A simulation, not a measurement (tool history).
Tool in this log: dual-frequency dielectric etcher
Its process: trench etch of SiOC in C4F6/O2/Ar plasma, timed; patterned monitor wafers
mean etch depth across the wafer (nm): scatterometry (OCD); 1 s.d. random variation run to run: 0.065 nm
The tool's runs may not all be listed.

| run | hour | source power (kW) | bias power (kW) | etch time (s) | mean etch depth across the wafer (nm) |
|---|---|---|---|---|---|
| 1 | 0 | 0.44 | 0.229 | 12 | 22.503 |
| 2 | 8.2 | 0.47 | 0.237 | 12 | 23.485 |
| 3 | 14.7 | 0.39 | 0.237 | 12 | 21.443 |
| 4 | 15.4 | 0.44 | 0.237 | 12 | 22.807 |
| 5 | 20.8 | 0.46 | 0.24 | 12 | 23.388 |
| 6 | 28.7 | 0.48 | 0.243 | 12 | 24.004 |
| 7 | 34.1 | 0.5 | 0.245 | 12 | 24.507 |

What does the tool deliver on the next run?
| 8 | 40.5 | 0.52 | 0.248 | 12 | ? |

For run 8 the tool returned mean etch depth across the wafer (nm) 25.074.

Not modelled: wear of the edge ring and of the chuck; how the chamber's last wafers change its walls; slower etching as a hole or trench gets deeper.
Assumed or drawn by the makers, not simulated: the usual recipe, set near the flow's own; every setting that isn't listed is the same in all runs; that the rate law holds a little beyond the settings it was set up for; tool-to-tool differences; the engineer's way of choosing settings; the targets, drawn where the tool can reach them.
